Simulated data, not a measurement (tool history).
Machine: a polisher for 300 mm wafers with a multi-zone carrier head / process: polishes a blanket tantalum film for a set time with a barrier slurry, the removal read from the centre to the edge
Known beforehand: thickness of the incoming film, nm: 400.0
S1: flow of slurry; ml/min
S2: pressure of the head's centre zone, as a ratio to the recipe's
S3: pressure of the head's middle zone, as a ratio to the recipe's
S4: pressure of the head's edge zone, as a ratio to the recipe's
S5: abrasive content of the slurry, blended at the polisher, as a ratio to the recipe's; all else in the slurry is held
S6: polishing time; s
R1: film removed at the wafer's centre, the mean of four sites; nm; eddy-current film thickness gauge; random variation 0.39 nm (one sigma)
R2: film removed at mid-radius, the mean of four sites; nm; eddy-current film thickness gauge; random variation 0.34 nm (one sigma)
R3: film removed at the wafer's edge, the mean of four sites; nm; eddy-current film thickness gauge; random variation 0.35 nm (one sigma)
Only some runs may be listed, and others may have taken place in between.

| run | hour | S1 | S2 | S3 | S4 | S5 | S6 | R1 | R2 | R3 |
|---|---|---|---|---|---|---|---|---|---|---|
| 1 | 0.0 | 310 | 1.00 | 1.00 | 1.00 | 1.00 | 32 | 45.126 | 45.523 | 46.356 |
| 2 | 9.0 | 310 | 1.06 | 1.00 | 1.00 | 1.00 | 32 | 47.161 | 45.315 | 46.164 |
| 3 | 17.8 | 310 | 1.06 | 0.96 | 1.00 | 1.00 | 32 | 48.675 | 45.424 | 45.476 |
| 4 | 24.2 | 310 | 1.06 | 0.96 | 1.06 | 1.00 | 32 | 48.113 | 44.298 | 46.831 |
| 5 | 27.9 | 310 | 1.05 | 0.97 | 1.03 | 0.90 | 30 | 43.377 | 40.690 | 41.495 |
| 6 | 36.4 | 340 | 1.05 | 0.97 | 1.03 | 0.90 | 30 | 43.098 | 40.836 | 42.508 |
| 7 | 40.6 | 325 | 1.04 | 0.98 | 1.00 | 0.85 | 29 | 41.737 | 39.733 | 40.309 |
| 8 | 46.1 | 330 | 0.94 | 1.05 | 0.90 | 0.60 | 20 | 23.716 | 26.428 | 24.144 |
| 9 | 49.9 | 330 | 0.96 | 1.06 | 0.92 | 0.65 | 20 | 24.420 | 27.634 | 24.527 |
| 10 | 54.5 | 330 | 0.97 | 1.06 | 0.94 | 0.70 | 20 | 26.161 | 27.957 | 26.178 |
| 11 | 60.8 | 330 | 0.98 | 1.08 | 0.95 | 0.70 | 20 | 25.889 | 28.347 | 25.708 |

Expected results for the next run?
| 12 | 61.6 | 330 | 0.99 | 1.09 | 0.96 | 0.70 | 20 | ? | ? | ? |

Run 12 measured R1 25.983 nm, R2 28.437 nm, R3 25.833 nm.

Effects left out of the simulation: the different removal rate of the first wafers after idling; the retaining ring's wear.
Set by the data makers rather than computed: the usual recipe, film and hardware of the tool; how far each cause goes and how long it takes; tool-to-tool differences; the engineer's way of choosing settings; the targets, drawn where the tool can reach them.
